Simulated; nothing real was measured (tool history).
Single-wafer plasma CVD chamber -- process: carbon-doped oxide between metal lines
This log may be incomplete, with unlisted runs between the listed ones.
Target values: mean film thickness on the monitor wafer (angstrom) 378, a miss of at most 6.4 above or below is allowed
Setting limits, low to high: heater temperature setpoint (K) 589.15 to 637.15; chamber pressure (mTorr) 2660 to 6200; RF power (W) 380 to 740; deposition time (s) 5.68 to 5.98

run,hour,heater temperature setpoint (K),chamber pressure (mTorr),RF power (W),deposition time (s),mean film thickness on the monitor wafer (angstrom)
1,0,613.15,4430,560,5.98,349.94
2,6.3,613.15,4760,560,5.98,355.88
3,9.3,613.15,4300,560,5.98,352.04
4,17.1,610.15,4410,565,5.98,353.43
5,19.8,610.15,3800,565,5.98,347.81
6,25.1,609.15,4030,575,5.98,356.93
7,27.2,607.15,4160,580,5.98,359.23
8,29,607.15,4300,585,5.98,363.13

Pick the move, out of 5, that brings all results within their allowed miss; only one does.
A,30.8,617.15,5630,570,5.68,?
B,30.8,603.15,4520,655,5.76,?
C,30.8,605.15,3740,575,5.81,?
D,30.8,610.15,3400,545,5.8,?
E,30.8,603.15,4190,560,5.79,?

move,mean film thickness on the monitor wafer (angstrom)
A,342.07
B,376.57
C,349.48
D,332.79
E,350.4
A: the biggest miss grows against the last run
B: each result inside its tolerance
C: the biggest miss grows against the last run
D: the biggest miss grows against the last run
E: the biggest miss grows against the last run
The move that meets every target is B.

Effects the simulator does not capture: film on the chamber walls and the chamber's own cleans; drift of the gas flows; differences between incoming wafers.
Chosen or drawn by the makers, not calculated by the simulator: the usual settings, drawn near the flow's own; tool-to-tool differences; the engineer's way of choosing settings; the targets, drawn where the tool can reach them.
